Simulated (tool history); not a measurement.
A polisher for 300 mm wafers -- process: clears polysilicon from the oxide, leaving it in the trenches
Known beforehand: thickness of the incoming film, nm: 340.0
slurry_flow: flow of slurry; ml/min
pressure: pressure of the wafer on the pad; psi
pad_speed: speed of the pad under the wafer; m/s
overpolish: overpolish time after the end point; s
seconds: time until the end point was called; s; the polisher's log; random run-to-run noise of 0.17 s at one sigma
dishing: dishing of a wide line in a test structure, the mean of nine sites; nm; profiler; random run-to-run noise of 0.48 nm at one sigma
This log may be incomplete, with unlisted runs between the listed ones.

Run 1, day 0.000: slurry_flow 270 ml/min, pressure 1.9 psi, pad_speed 1.22 m/s, overpolish 11 s. Result: seconds 30.440 s, dishing 40.806 nm.
Run 2, day 0.117: slurry_flow 270 ml/min, pressure 2.1 psi, pad_speed 1.22 m/s, overpolish 11 s. Result: seconds 27.668 s, dishing 42.821 nm.
Run 3, day 0.488: slurry_flow 270 ml/min, pressure 2.1 psi, pad_speed 0.94 m/s, overpolish 11 s. Result: seconds 35.701 s, dishing 39.867 nm.
Run 4, day 0.817: slurry_flow 270 ml/min, pressure 2.1 psi, pad_speed 0.94 m/s, overpolish 7 s. Result: seconds 35.271 s, dishing 35.108 nm.
Run 5, day 0.967: slurry_flow 270 ml/min, pressure 2.5 psi, pad_speed 0.94 m/s, overpolish 7 s. Result: seconds 29.854 s, dishing 36.784 nm.
Run 6, day 1.092: slurry_flow 305 ml/min, pressure 2.5 psi, pad_speed 0.94 m/s, overpolish 7 s. Result: seconds 30.103 s, dishing 37.512 nm.
At day 1.208: worn pad replaced by a new one.
Run 7, day 1.208: slurry_flow 305 ml/min, pressure 2.6 psi, pad_speed 1.02 m/s, overpolish 7 s. Result: seconds 23.881 s, dishing 39.069 nm.

Predict the results of run 8:
Run 8, day 1.288: slurry_flow 325 ml/min, pressure 2.7 psi, pad_speed 1.02 m/s, overpolish 7 s. Result: seconds ?, dishing ?.

{"run 8": {"seconds": 22.71, "dishing": 40.186}}
